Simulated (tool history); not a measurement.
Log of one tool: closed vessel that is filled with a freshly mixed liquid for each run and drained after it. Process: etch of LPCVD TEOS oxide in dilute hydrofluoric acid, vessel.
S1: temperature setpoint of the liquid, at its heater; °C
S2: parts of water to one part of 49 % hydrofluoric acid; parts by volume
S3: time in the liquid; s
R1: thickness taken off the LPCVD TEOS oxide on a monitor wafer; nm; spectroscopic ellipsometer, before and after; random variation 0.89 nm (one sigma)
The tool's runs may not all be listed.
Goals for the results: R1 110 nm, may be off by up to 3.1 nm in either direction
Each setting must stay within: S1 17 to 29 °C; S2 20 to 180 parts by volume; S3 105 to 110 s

run 1 hour=0 | S1=21 S2=100 S3=105 | R1=42.971
run 2 hour=5.1 | S1=21 S2=100 S3=110 | R1=44.474
run 3 hour=8.4 | S1=22 S2=95 S3=110 | R1=49.165
run 4 hour=14.8 | S1=23 S2=90 S3=110 | R1=53.92
run 5 hour=17.5 | S1=23 S2=125 S3=110 | R1=37.705
run 6 hour=22.1 | S1=23 S2=95 S3=110 | R1=51.18
run 7 hour=27 | S1=23.5 S2=90 S3=110 | R1=55.629
run 8 hour=29.7 | S1=24 S2=85 S3=110 | R1=61.019
run 9 hour=32.4 | S1=24.5 S2=80 S3=110 | R1=64.96
run 10 hour=35.7 | S1=25 S2=75 S3=110 | R1=71.621
run 11 hour=41.1 | S1=25.5 S2=70 S3=110 | R1=79.105
run 12 hour=42.8 | S1=26 S2=70 S3=110 | R1=80.871
run 13 hour=45.4 | S1=26.5 S2=70 S3=110 | R1=82.431
run 14 hour=50.9 | S1=26.5 S2=70 S3=110 | R1=82.419

Below are 4 possible settings for the next run. Only one of them brings all results inside the allowed miss of their targets. Which is it?
run A hour=56.4 | S1=27 S2=55 S3=110 | R1=?
run B hour=56.4 | S1=28 S2=60 S3=110 | R1=?
run C hour=56.4 | S1=26 S2=55 S3=110 | R1=?
run D hour=56.4 | S1=28.5 S2=60 S3=105 | R1=?

move=A R1=109.49
move=B R1=103.69
move=C R1=105.17
move=D R1=100.95
A: meets every target
B: closer than the last run, but not yet in spec
C: closer than the last run, but not yet in spec
D: closer than the last run, but not yet in spec
Move A is the one to make.
